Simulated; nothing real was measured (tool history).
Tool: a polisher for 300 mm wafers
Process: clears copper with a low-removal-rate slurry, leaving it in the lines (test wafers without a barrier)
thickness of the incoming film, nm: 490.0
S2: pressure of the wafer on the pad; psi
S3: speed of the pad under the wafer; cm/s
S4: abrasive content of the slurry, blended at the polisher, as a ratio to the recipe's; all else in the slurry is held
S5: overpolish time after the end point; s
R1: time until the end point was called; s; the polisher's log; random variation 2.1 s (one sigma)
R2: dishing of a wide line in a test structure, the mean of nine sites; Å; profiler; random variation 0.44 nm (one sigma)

Run 1, hour 0.0: flow of slurry (ml/min) 305, S2 2.6 psi, S3 128 cm/s, S4 1.0, S5 16 s. Result: R1 180.15 s, R2 321.00 Å.
Run 2, hour 5.4: flow of slurry (ml/min) 305, S2 2.4 psi, S3 128 cm/s, S4 1.0, S5 16 s. Result: R1 192.03 s, R2 310.00 Å.
Run 3, hour 7.6: flow of slurry (ml/min) 305, S2 2.2 psi, S3 128 cm/s, S4 1.0, S5 16 s. Result: R1 208.94 s, R2 288.23 Å.
Run 4, hour 16.1: flow of slurry (ml/min) 305, S2 2.1 psi, S3 128 cm/s, S4 1.0, S5 16 s. Result: R1 221.41 s, R2 280.73 Å.
Run 5, hour 22.8: flow of slurry (ml/min) 305, S2 1.6 psi, S3 128 cm/s, S4 1.0, S5 16 s. Result: R1 288.27 s, R2 215.55 Å.
Run 6, hour 23.4: flow of slurry (ml/min) 305, S2 1.2 psi, S3 128 cm/s, S4 1.0, S5 16 s. Result: R1 385.51 s, R2 163.61 Å.
Run 7, hour 32.1: flow of slurry (ml/min) 305, S2 1.4 psi, S3 128 cm/s, S4 1.0, S5 16 s. Result: R1 325.76 s, R2 192.49 Å.
Run 8, hour 40.6: flow of slurry (ml/min) 305, S2 1.6 psi, S3 128 cm/s, S4 1.0, S5 16 s. Result: R1 284.87 s, R2 206.84 Å.
Run 9, hour 44.9: flow of slurry (ml/min) 305, S2 1.7 psi, S3 128 cm/s, S4 1.0, S5 16 s. Result: R1 269.55 s, R2 231.17 Å.

Forecast run 10:
Run 10, hour 47.5: flow of slurry (ml/min) 305, S2 1.7 psi, S3 128 cm/s, S4 1.0, S5 16 s. Result: R1 ?, R2 ?.

Run 10 gave R1 272.89 s, R2 217.13 Å.
